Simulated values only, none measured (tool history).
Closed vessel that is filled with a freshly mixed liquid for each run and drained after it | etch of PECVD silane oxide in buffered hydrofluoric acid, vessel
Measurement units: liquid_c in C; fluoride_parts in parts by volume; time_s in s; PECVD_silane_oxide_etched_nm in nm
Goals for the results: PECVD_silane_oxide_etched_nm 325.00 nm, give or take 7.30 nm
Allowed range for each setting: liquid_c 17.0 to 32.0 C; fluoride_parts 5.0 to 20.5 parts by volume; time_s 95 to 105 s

Run 1, day 0.000: liquid_c 25.0 C, fluoride_parts 12.5 parts by volume, time_s 95 s. Result: PECVD_silane_oxide_etched_nm 408.85 nm.
Run 2, day 0.371: liquid_c 24.5 C, fluoride_parts 12.5 parts by volume, time_s 95 s. Result: PECVD_silane_oxide_etched_nm 397.44 nm.
Run 3, day 0.533: liquid_c 24.5 C, fluoride_parts 12.5 parts by volume, time_s 105 s. Result: PECVD_silane_oxide_etched_nm 439.39 nm.
Run 4, day 0.729: liquid_c 24.0 C, fluoride_parts 12.5 parts by volume, time_s 105 s. Result: PECVD_silane_oxide_etched_nm 427.08 nm.
Run 5, day 0.962: liquid_c 24.0 C, fluoride_parts 10.5 parts by volume, time_s 105 s. Result: PECVD_silane_oxide_etched_nm 504.29 nm.
Run 6, day 1.038: liquid_c 23.0 C, fluoride_parts 10.5 parts by volume, time_s 105 s. Result: PECVD_silane_oxide_etched_nm 476.93 nm.
Run 7, day 1.283: liquid_c 23.0 C, fluoride_parts 10.5 parts by volume, time_s 105 s. Result: PECVD_silane_oxide_etched_nm 477.92 nm.
Run 8, day 1.358: liquid_c 22.0 C, fluoride_parts 10.5 parts by volume, time_s 105 s. Result: PECVD_silane_oxide_etched_nm 450.32 nm.
Run 9, day 1.471: liquid_c 21.5 C, fluoride_parts 10.5 parts by volume, time_s 105 s. Result: PECVD_silane_oxide_etched_nm 436.52 nm.
Run 10, day 1.754: liquid_c 21.0 C, fluoride_parts 10.5 parts by volume, time_s 105 s. Result: PECVD_silane_oxide_etched_nm 430.99 nm.
Run 11, day 2.058: liquid_c 17.0 C, fluoride_parts 12.0 parts by volume, time_s 105 s. Result: PECVD_silane_oxide_etched_nm 299.53 nm.
Run 12, day 2.142: liquid_c 18.0 C, fluoride_parts 12.0 parts by volume, time_s 105 s. Result: PECVD_silane_oxide_etched_nm 317.38 nm.

Exercise: of the 4 proposed moves below, exactly one satisfies all targets within the stated allowed misses. Which move is it?
Run A, day 2.225: liquid_c 17.0 C, fluoride_parts 11.0 parts by volume, time_s 105 s. Result: PECVD_silane_oxide_etched_nm ?.
Run B, day 2.225: liquid_c 18.0 C, fluoride_parts 12.5 parts by volume, time_s 105 s. Result: PECVD_silane_oxide_etched_nm ?.
Run C, day 2.225: liquid_c 20.0 C, fluoride_parts 12.5 parts by volume, time_s 105 s. Result: PECVD_silane_oxide_etched_nm ?.
Run D, day 2.225: liquid_c 17.0 C, fluoride_parts 10.5 parts by volume, time_s 95 s. Result: PECVD_silane_oxide_etched_nm ?.

move  PECVD_silane_oxide_etched_nm
   A                        324.74
   B                        303.37
   C                        339.59
   D                        307.45
A: all results in spec
B: its largest miss is bigger than the last run's
C: takes the biggest miss from the last run beyond its target
D: its largest miss is bigger than the last run's
So the answer is move A, the one that meets all the targets.
